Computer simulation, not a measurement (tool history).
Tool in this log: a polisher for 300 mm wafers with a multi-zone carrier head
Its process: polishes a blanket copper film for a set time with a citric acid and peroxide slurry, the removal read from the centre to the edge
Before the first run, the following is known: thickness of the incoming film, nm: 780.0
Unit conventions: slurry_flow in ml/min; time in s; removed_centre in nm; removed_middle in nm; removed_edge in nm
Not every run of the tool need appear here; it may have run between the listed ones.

{"run": 1, "hour": 0.0, "slurry_flow": 135, "centre_zone": 1, "middle_zone": 1, "edge_zone": 1, "slurry_solids": 1, "time": 66, "removed_centre": 244.31, "removed_middle": 252.41, "removed_edge": 249.16}
{"run": 2, "hour": 4.1, "slurry_flow": 135, "centre_zone": 1, "middle_zone": 1, "edge_zone": 1, "slurry_solids": 1, "time": 72, "removed_centre": 269.43, "removed_middle": 275.02, "removed_edge": 270.22}
{"run": 3, "hour": 10.4, "slurry_flow": 130, "centre_zone": 0.98, "middle_zone": 0.99, "edge_zone": 0.96, "slurry_solids": 0.9, "time": 70, "removed_centre": 248.99, "removed_middle": 261.44, "removed_edge": 254.94}
{"run": 4, "hour": 17.5, "slurry_flow": 130, "centre_zone": 0.98, "middle_zone": 0.99, "edge_zone": 0.88, "slurry_solids": 0.9, "time": 70, "removed_centre": 249.99, "removed_middle": 258.13, "removed_edge": 241.93}
{"run": 5, "hour": 18.5, "slurry_flow": 130, "centre_zone": 0.98, "middle_zone": 0.99, "edge_zone": 0.81, "slurry_solids": 0.9, "time": 70, "removed_centre": 250.57, "removed_middle": 257.01, "removed_edge": 227.31}
{"run": 6, "hour": 20.9, "slurry_flow": 130, "centre_zone": 0.98, "middle_zone": 0.99, "edge_zone": 0.81, "slurry_solids": 0.75, "time": 70, "removed_centre": 239.61, "removed_middle": 251.03, "removed_edge": 221.55}
{"run": 7, "hour": 26.3, "slurry_flow": 125, "centre_zone": 0.96, "middle_zone": 0.98, "edge_zone": 0.81, "slurry_solids": 0.7, "time": 68, "removed_centre": 224.94, "removed_middle": 235.84, "removed_edge": 212.21}

Forecast run 8:
{"run": 8, "hour": 27.9, "slurry_flow": 120, "centre_zone": 0.94, "middle_zone": 0.98, "edge_zone": 0.81, "slurry_solids": 0.65, "time": 67, "removed_centre": "?", "removed_middle": "?", "removed_edge": "?"}

Run 8 gave removed_centre 212.64 nm, removed_middle 223.35 nm, removed_edge 207.75 nm.
